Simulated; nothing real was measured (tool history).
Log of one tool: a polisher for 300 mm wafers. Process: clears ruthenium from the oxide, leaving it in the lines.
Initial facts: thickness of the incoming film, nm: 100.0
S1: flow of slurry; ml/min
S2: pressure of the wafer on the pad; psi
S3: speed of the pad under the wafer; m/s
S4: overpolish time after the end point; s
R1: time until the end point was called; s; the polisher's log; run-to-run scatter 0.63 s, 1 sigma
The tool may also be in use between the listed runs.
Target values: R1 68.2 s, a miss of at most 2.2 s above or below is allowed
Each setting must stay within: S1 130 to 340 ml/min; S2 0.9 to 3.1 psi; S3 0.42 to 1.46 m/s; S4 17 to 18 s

Run 1, hour 0: S1 220 ml/min, S2 2 psi, S3 0.94 m/s, S4 17 s. Result: R1 91.586 s.
Run 2, hour 7.1: S1 220 ml/min, S2 2 psi, S3 1.08 m/s, S4 17 s. Result: R1 81.074 s.
Run 3, hour 14.5: S1 220 ml/min, S2 2 psi, S3 0.96 m/s, S4 17 s. Result: R1 90.67 s.
Run 4, hour 23.2: S1 220 ml/min, S2 2.1 psi, S3 0.96 m/s, S4 17 s. Result: R1 86.599 s.
Run 5, hour 32.2: S1 220 ml/min, S2 2.2 psi, S3 0.96 m/s, S4 17 s. Result: R1 83.367 s.
Run 6, hour 38.4: S1 220 ml/min, S2 2.2 psi, S3 0.96 m/s, S4 17 s. Result: R1 82.731 s.
Run 7, hour 39.5: S1 220 ml/min, S2 2.3 psi, S3 0.96 m/s, S4 17 s. Result: R1 77.985 s.
Run 8, hour 41.4: S1 225 ml/min, S2 2.4 psi, S3 0.96 m/s, S4 17 s. Result: R1 76.206 s.
Run 9, hour 43.6: S1 225 ml/min, S2 2.5 psi, S3 0.96 m/s, S4 17 s. Result: R1 73.617 s.

Exercise: of the 5 proposed moves below, exactly one satisfies all targets within the stated allowed misses. Which move is it?
Run A, hour 45.8: S1 195 ml/min, S2 2.7 psi, S3 0.9 m/s, S4 17 s. Result: R1 ?.
Run B, hour 45.8: S1 205 ml/min, S2 1.9 psi, S3 1.3 m/s, S4 17 s. Result: R1 ?.
Run C, hour 45.8: S1 230 ml/min, S2 2.5 psi, S3 1.02 m/s, S4 17 s. Result: R1 ?.
Run D, hour 45.8: S1 260 ml/min, S2 2.4 psi, S3 1.14 m/s, S4 18 s. Result: R1 ?.
Run E, hour 45.8: S1 265 ml/min, S2 2.2 psi, S3 1.06 m/s, S4 17 s. Result: R1 ?.

move      R1
   A  74.069
   B  72.352
   C  69.113
   D  63.612
   E  74.169
A: its largest miss is bigger than the last run's
B: nearer the targets than the last run, but a result is still out of spec
C: in spec on every target
D: the result that was furthest off in the last run now lies on the other side of its target
E: its largest miss is bigger than the last run's
Answer: C

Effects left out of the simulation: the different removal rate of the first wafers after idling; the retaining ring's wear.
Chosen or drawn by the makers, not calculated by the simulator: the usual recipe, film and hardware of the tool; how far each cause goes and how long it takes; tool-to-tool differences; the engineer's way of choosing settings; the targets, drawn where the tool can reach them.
